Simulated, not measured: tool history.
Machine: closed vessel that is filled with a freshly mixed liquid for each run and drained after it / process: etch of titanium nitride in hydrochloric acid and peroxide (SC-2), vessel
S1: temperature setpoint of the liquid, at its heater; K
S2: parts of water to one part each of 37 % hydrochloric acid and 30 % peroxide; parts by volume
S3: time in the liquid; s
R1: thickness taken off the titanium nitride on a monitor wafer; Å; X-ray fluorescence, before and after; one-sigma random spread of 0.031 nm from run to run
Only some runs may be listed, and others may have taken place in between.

run,day,S1,S2,S3,R1
1,0,318.15,9,850,130.72
2,0.3,318.15,9,850,129.64
3,0.475,317.15,9,850,122.36
4,0.758,321.15,9,850,159.69
5,0.942,319.65,9,850,144.56
6,1.096,318.65,9,850,135.11
7,1.171,317.65,9,850,125.75
8,1.292,316.65,9,850,117.84
9,1.342,315.65,9,850,109.53
10,1.617,315.15,9,850,105.62
11,1.675,314.65,9,850,101.35

Run 12 has not been measured yet. What should we expect?
12,1.771,314.15,9,850,?

For run 12 the tool returned R1 98.271 Å.
